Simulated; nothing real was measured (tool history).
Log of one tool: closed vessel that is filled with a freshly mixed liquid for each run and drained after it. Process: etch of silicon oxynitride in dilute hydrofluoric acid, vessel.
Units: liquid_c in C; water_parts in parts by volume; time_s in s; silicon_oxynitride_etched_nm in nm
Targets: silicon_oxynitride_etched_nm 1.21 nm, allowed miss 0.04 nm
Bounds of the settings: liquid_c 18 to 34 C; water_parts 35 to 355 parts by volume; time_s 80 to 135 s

run 1 hour=0 | liquid_c=26 water_parts=195 time_s=135 | silicon_oxynitride_etched_nm=1.9408
run 2 hour=7.7 | liquid_c=25 water_parts=200 time_s=135 | silicon_oxynitride_etched_nm=1.7939
run 3 hour=13.2 | liquid_c=24 water_parts=205 time_s=135 | silicon_oxynitride_etched_nm=1.6776
run 4 hour=17.5 | liquid_c=23 water_parts=210 time_s=135 | silicon_oxynitride_etched_nm=1.5568
run 5 hour=20.4 | liquid_c=21.5 water_parts=210 time_s=135 | silicon_oxynitride_etched_nm=1.4657
run 6 hour=25.7 | liquid_c=24.5 water_parts=210 time_s=135 | silicon_oxynitride_etched_nm=1.6201
run 7 hour=33.2 | liquid_c=23.5 water_parts=210 time_s=135 | silicon_oxynitride_etched_nm=1.5786
run 8 hour=40.1 | liquid_c=22.5 water_parts=210 time_s=135 | silicon_oxynitride_etched_nm=1.4945
run 9 hour=46 | liquid_c=22 water_parts=210 time_s=135 | silicon_oxynitride_etched_nm=1.513
run 10 hour=54.7 | liquid_c=21.5 water_parts=215 time_s=135 | silicon_oxynitride_etched_nm=1.4117
run 11 hour=60.3 | liquid_c=21 water_parts=215 time_s=135 | silicon_oxynitride_etched_nm=1.3695
run 12 hour=64.9 | liquid_c=20.5 water_parts=215 time_s=135 | silicon_oxynitride_etched_nm=1.3542
run 13 hour=72.5 | liquid_c=20 water_parts=215 time_s=135 | silicon_oxynitride_etched_nm=1.3147
run 14 hour=75.1 | liquid_c=19.5 water_parts=215 time_s=135 | silicon_oxynitride_etched_nm=1.2883

4 next moves are on the table. One of them brings every result within its allowed miss. Which?
run A hour=77.7 | liquid_c=19.5 water_parts=245 time_s=135 | silicon_oxynitride_etched_nm=?
run B hour=77.7 | liquid_c=20 water_parts=220 time_s=115 | silicon_oxynitride_etched_nm=?
run C hour=77.7 | liquid_c=19.5 water_parts=240 time_s=135 | silicon_oxynitride_etched_nm=?
run D hour=77.7 | liquid_c=19 water_parts=225 time_s=135 | silicon_oxynitride_etched_nm=?

move=A silicon_oxynitride_etched_nm=1.099
move=B silicon_oxynitride_etched_nm=1.0837
move=C silicon_oxynitride_etched_nm=1.1253
move=D silicon_oxynitride_etched_nm=1.1839
A: takes the result that was furthest off past its target
B: takes the result that was furthest off past its target
C: takes the result that was furthest off past its target
D: meets every target
Move D is the one to make.
